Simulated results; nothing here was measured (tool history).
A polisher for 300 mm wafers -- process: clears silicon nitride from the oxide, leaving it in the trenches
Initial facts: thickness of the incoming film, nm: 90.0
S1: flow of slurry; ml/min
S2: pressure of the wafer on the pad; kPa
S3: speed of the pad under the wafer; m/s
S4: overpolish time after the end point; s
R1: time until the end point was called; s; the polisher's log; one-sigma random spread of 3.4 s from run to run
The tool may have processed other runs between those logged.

run,hour,S1,S2,S3,S4,R1
1,0,180,12.4,1.22,16,168.85
2,3.2,180,11,1.2,16,189.01
3,11.5,180,9.7,1.18,16,215.07
4,19,180,9.7,1.36,16,197.55
5,21.2,180,9,1.34,16,218.62
6,30.1,180,9,1.46,16,211.39
7,32.1,180,8.3,1.46,16,223.95
8,34.6,175,6.2,1.44,16,299

Estimate the outcome of run 9 from the log above:
9,36.5,185,6.2,1.44,16,?

{"run 9": {"R1": 287.5}}
